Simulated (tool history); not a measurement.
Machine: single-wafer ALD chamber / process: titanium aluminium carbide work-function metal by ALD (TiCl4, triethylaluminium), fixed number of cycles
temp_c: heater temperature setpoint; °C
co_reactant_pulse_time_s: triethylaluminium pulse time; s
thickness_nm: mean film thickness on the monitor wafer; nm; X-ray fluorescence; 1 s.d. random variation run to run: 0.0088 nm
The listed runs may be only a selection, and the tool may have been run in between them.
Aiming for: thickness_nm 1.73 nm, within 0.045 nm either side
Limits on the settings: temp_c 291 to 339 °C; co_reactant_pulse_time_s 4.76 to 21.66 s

run  hour  temp_c  co_reactant_pulse_time_s  thickness_nm
  1     0     315                     13.21        2.0214
  2   2.1     315                     11.83         1.994
  3     5     306                     11.83        1.9529
  4  10.7     306                     13.62        1.9496
  5  16.6     306                     11.69        1.9237
  6  22.8     302                     10.12        1.8775
  7  31.7     291                      5.89        1.2857
  8  32.7     297                      6.06        1.3628
  9  41.5     304                      6.37        1.4798
 10    47     308                       6.6        1.5512
 11  48.5     311                      6.77        1.5922

Next run, 5 choices. One meets every target within its allowed miss, the rest don't. Which?
  A    50     314                      8.24             ?
  B    50     314                      8.87             ?
  C    50     317                      7.44             ?
  D    50     316                      8.42             ?
  E    50     316                      7.99             ?

move  thickness_nm
   A        1.8215
   B        1.8745
   C        1.7467
   D        1.8516
   E        1.8089
A: moves the result that the last run missed by most past its target, out the other side
B: moves the result that the last run missed by most past its target, out the other side
C: meets every target
D: moves the result that the last run missed by most past its target, out the other side
E: moves the result that the last run missed by most past its target, out the other side
So the answer is move C, the one that meets all the targets.
